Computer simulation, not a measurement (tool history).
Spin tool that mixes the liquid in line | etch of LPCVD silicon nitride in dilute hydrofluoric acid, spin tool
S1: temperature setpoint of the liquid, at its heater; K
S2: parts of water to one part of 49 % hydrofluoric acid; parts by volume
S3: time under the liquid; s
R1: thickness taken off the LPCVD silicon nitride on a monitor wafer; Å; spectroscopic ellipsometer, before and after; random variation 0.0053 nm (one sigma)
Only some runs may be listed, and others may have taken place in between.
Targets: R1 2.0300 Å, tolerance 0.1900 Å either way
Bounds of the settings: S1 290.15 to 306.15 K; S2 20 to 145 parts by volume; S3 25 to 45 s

run	hour	S1	S2	S3	R1
1	0.0	298.15	80	45	3.0111
2	2.7	298.15	50	45	4.9593
3	8.2	297.15	55	45	4.2277
4	9.3	298.65	55	45	4.5333
5	11.4	295.15	55	45	3.6329
6	18.0	293.65	55	45	3.4287
7	24.9	293.15	60	45	2.9757
8	33.3	292.65	65	45	2.6149

Which of these 5 next moves meets every target?
A	41.7	292.65	60	45	?
B	41.7	292.15	50	45	?
C	41.7	292.65	45	45	?
D	41.7	292.15	85	45	?
E	41.7	293.15	45	40	?

move	R1
A	2.9009
B	3.3449
C	3.8370
D	1.9961
E	3.5317
A: the biggest miss grows against the last run
B: the biggest miss grows against the last run
C: the biggest miss grows against the last run
D: every result lands within tolerance
E: the biggest miss grows against the last run
Correct choice: D, which meets every target
